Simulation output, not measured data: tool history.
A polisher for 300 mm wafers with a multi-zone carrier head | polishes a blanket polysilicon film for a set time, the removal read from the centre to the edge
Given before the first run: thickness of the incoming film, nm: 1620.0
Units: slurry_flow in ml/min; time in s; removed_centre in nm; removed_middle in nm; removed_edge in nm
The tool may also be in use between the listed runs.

run 1 day=0 | slurry_flow=190 centre_zone=1 middle_zone=1 edge_zone=1 time=76 | removed_centre=512.32 removed_middle=511.96 removed_edge=518.06
run 2 day=0.288 | slurry_flow=190 centre_zone=1 middle_zone=0.95 edge_zone=1 time=76 | removed_centre=510.29 removed_middle=486.5 removed_edge=518.72
run 3 day=0.571 | slurry_flow=190 centre_zone=0.92 middle_zone=0.95 edge_zone=1 time=76 | removed_centre=475.17 removed_middle=486.93 removed_edge=524.58
run 4 day=0.858 | slurry_flow=190 centre_zone=0.92 middle_zone=1 edge_zone=1 time=76 | removed_centre=476.31 removed_middle=508.51 removed_edge=522.52
run 5 day=1.225 | slurry_flow=200 centre_zone=0.97 middle_zone=0.97 edge_zone=1.03 time=80 | removed_centre=528.62 removed_middle=526.27 removed_edge=555.6
run 6 day=1.304 | slurry_flow=200 centre_zone=0.97 middle_zone=0.97 edge_zone=1.11 time=80 | removed_centre=518.9 removed_middle=523.97 removed_edge=579.12
run 7 day=1.629 | slurry_flow=205 centre_zone=1.01 middle_zone=0.95 edge_zone=1.12 time=83 | removed_centre=574.65 removed_middle=544.63 removed_edge=611.61
run 8 day=1.946 | slurry_flow=215 centre_zone=1.03 middle_zone=0.94 edge_zone=1.13 time=84 | removed_centre=596.58 removed_middle=555.58 removed_edge=624.21
run 9 day=2.192 | slurry_flow=225 centre_zone=1.05 middle_zone=0.92 edge_zone=1.14 time=85 | removed_centre=613.96 removed_middle=544.56 removed_edge=636.53
-- day=2.396 worn pad replaced by a new one
run 10 day=2.396 | slurry_flow=230 centre_zone=1.07 middle_zone=0.92 edge_zone=1.15 time=86 | removed_centre=695.87 removed_middle=608.22 removed_edge=707.15
run 11 day=2.558 | slurry_flow=230 centre_zone=1.08 middle_zone=0.9 edge_zone=1.14 time=86 | removed_centre=697.36 removed_middle=597.51 removed_edge=700.85

Estimate the outcome of run 12 from the log above:
run 12 day=2.783 | slurry_flow=235 centre_zone=1.09 middle_zone=0.89 edge_zone=1.13 time=85 | removed_centre=? removed_middle=? removed_edge=?

removed_centre: 701.66 nm
removed_middle: 589.15 nm
removed_edge: 693.48 nm

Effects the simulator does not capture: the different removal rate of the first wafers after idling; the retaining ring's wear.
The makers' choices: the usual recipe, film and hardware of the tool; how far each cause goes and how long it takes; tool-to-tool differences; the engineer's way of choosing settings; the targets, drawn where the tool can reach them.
